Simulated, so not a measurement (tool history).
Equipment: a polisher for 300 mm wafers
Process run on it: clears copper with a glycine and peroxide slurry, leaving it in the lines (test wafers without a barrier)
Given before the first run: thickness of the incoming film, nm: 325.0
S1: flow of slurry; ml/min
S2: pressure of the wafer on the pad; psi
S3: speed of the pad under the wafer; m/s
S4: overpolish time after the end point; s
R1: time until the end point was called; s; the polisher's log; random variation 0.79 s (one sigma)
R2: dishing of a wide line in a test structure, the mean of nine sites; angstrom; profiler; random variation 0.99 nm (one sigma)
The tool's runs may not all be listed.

run,hour,S1,S2,S3,S4,R1,R2
1,0,280,1.7,1.14,13,101.82,272.72
2,1.3,280,1.9,1.14,13,94.493,285.23
3,8.1,280,1.7,1.14,13,102.9,261.79
4,15.3,280,1.7,1.14,16,103.55,312.59
5,21.1,280,1.8,1.14,16,98.628,322.96
6,28.7,280,1.8,1.14,13,96.645,274.54
7,32.7,280,1.8,1.14,13,96.956,272.57

The next listed run, before its measurement:
8,33.5,280,1.9,1.14,14,?,?

{"run 8": {"R1": 93.298, "R2": 300.37}}
